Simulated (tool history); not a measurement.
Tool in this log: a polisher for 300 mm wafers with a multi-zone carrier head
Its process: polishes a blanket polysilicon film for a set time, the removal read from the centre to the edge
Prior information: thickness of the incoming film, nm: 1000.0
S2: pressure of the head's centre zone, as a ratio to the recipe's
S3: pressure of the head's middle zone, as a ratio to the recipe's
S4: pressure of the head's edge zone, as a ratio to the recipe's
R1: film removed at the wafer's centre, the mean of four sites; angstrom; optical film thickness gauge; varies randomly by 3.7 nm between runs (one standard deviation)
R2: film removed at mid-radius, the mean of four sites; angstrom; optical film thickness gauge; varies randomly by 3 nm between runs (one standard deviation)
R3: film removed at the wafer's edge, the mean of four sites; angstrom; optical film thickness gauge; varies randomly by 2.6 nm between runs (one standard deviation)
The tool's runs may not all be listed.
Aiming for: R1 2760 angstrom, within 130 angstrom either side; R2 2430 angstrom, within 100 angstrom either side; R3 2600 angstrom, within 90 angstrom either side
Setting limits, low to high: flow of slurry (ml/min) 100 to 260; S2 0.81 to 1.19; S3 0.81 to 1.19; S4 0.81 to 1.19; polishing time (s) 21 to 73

{"run": 1, "hour": 0.0, "flow of slurry (ml/min)": 165, "S2": 1, "S3": 1, "S4": 1, "polishing time (s)": 47, "R1": 3250.2, "R2": 3300.8, "R3": 3262}
{"run": 2, "hour": 4.6, "flow of slurry (ml/min)": 160, "S2": 1, "S3": 0.97, "S4": 0.98, "polishing time (s)": 45, "R1": 3123.3, "R2": 2981, "R3": 3029.9}
{"run": 3, "hour": 6.2, "flow of slurry (ml/min)": 160, "S2": 1, "S3": 0.97, "S4": 0.93, "polishing time (s)": 45, "R1": 3142.2, "R2": 3005.4, "R3": 2943.8}
{"run": 4, "hour": 11.5, "flow of slurry (ml/min)": 150, "S2": 0.99, "S3": 0.95, "S4": 0.92, "polishing time (s)": 45, "R1": 3052.1, "R2": 2947.7, "R3": 2955.6}
{"run": 5, "hour": 15.2, "flow of slurry (ml/min)": 150, "S2": 0.92, "S3": 0.95, "S4": 0.92, "polishing time (s)": 45, "R1": 2862.6, "R2": 2995.5, "R3": 2931.6}
{"run": 6, "hour": 24.2, "flow of slurry (ml/min)": 180, "S2": 0.92, "S3": 0.95, "S4": 0.92, "polishing time (s)": 45, "R1": 2965.8, "R2": 3085.8, "R3": 3031.4}
{"run": 7, "hour": 27.5, "flow of slurry (ml/min)": 170, "S2": 0.93, "S3": 0.92, "S4": 0.9, "polishing time (s)": 44, "R1": 2932.1, "R2": 2879.6, "R3": 2880.1}
{"run": 8, "hour": 35.0, "flow of slurry (ml/min)": 160, "S2": 0.93, "S3": 0.9, "S4": 0.89, "polishing time (s)": 44, "R1": 2862.8, "R2": 2739.4, "R3": 2861.7}
{"run": 9, "hour": 40.5, "flow of slurry (ml/min)": 155, "S2": 0.94, "S3": 0.89, "S4": 0.87, "polishing time (s)": 44, "R1": 2829.1, "R2": 2756.4, "R3": 2820.9}
{"run": 10, "hour": 41.8, "flow of slurry (ml/min)": 150, "S2": 0.95, "S3": 0.88, "S4": 0.86, "polishing time (s)": 44, "R1": 2829.7, "R2": 2702.6, "R3": 2785.1}
{"hour": 46.0, "done": "centre zone pressure recalibrated"}
{"run": 11, "hour": 46.0, "flow of slurry (ml/min)": 145, "S2": 0.96, "S3": 0.87, "S4": 0.85, "polishing time (s)": 44, "R1": 2742.3, "R2": 2653.5, "R3": 2732.8}

Which one of the following 5 next-run settings gets every result inside its allowed miss? There is exactly one.
{"run": "A", "hour": 50.2, "flow of slurry (ml/min)": 140, "S2": 0.89, "S3": 0.81, "S4": 0.89, "polishing time (s)": 43, "R1": "?", "R2": "?", "R3": "?"}
{"run": "B", "hour": 50.2, "flow of slurry (ml/min)": 230, "S2": 1.14, "S3": 0.92, "S4": 0.95, "polishing time (s)": 40, "R1": "?", "R2": "?", "R3": "?"}
{"run": "C", "hour": 50.2, "flow of slurry (ml/min)": 190, "S2": 1.07, "S3": 0.91, "S4": 0.82, "polishing time (s)": 40, "R1": "?", "R2": "?", "R3": "?"}
{"run": "D", "hour": 50.2, "flow of slurry (ml/min)": 195, "S2": 0.99, "S3": 0.82, "S4": 0.83, "polishing time (s)": 40, "R1": "?", "R2": "?", "R3": "?"}
{"run": "E", "hour": 50.2, "flow of slurry (ml/min)": 120, "S2": 0.96, "S3": 1.04, "S4": 0.81, "polishing time (s)": 47, "R1": "?", "R2": "?", "R3": "?"}

move=A R1=2480.8 R2=2403.2 R3=2756.6
move=B R1=3268.1 R2=2703.9 R3=2801.7
move=C R1=2972.2 R2=2607.6 R3=2587
move=D R1=2759.4 R2=2404.1 R3=2610.3
move=E R1=2804 R2=3109.9 R3=2816.4
A: gets the furthest-off result to its target, but another result is out of tolerance
B: the biggest miss grows against the last run
C: closes in on the targets versus the last run, not all within tolerance yet
D: meets every target
E: the biggest miss grows against the last run
The move that meets every target is D.
